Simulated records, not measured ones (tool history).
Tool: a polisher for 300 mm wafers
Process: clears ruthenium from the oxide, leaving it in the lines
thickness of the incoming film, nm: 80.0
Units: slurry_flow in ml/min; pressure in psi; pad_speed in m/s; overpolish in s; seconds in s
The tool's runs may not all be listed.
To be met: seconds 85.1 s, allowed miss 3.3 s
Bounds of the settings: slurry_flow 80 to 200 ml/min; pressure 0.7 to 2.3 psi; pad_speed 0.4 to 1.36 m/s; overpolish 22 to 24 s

run 1 day=0 | slurry_flow=130 pressure=1.5 pad_speed=0.88 overpolish=22 | seconds=111.13
run 2 day=0.221 | slurry_flow=135 pressure=1.6 pad_speed=0.88 overpolish=22 | seconds=105.65
run 3 day=0.588 | slurry_flow=135 pressure=1.6 pad_speed=0.88 overpolish=24 | seconds=104.84
run 4 day=0.725 | slurry_flow=135 pressure=1.6 pad_speed=0.88 overpolish=24 | seconds=106.19
run 5 day=0.921 | slurry_flow=135 pressure=1.7 pad_speed=0.88 overpolish=24 | seconds=96.441
run 6 day=1.129 | slurry_flow=135 pressure=1.8 pad_speed=0.88 overpolish=24 | seconds=94.252
-- day=1.183 worn pad replaced by a new one
run 7 day=1.183 | slurry_flow=155 pressure=2 pad_speed=0.88 overpolish=24 | seconds=77.804
run 8 day=1.292 | slurry_flow=150 pressure=2 pad_speed=0.88 overpolish=24 | seconds=76.659
run 9 day=1.375 | slurry_flow=145 pressure=2 pad_speed=0.88 overpolish=24 | seconds=80.478

5 next moves are on the table. One of them brings every result within its allowed miss. Which?
run A day=1.458 | slurry_flow=135 pressure=2.1 pad_speed=0.7 overpolish=23 | seconds=?
run B day=1.458 | slurry_flow=180 pressure=2.3 pad_speed=0.6 overpolish=24 | seconds=?
run C day=1.458 | slurry_flow=140 pressure=1.9 pad_speed=0.86 overpolish=24 | seconds=?
run D day=1.458 | slurry_flow=130 pressure=2.2 pad_speed=0.86 overpolish=24 | seconds=?
run E day=1.458 | slurry_flow=140 pressure=1.9 pad_speed=0.8 overpolish=24 | seconds=?

move=A seconds=93.916
move=B seconds=94.758
move=C seconds=84.285
move=D seconds=74.121
move=E seconds=90.398
A: takes the result that was furthest off past its target
B: takes the result that was furthest off past its target
C: meets every target
D: further off than the last run
E: takes the result that was furthest off past its target
Answer: C

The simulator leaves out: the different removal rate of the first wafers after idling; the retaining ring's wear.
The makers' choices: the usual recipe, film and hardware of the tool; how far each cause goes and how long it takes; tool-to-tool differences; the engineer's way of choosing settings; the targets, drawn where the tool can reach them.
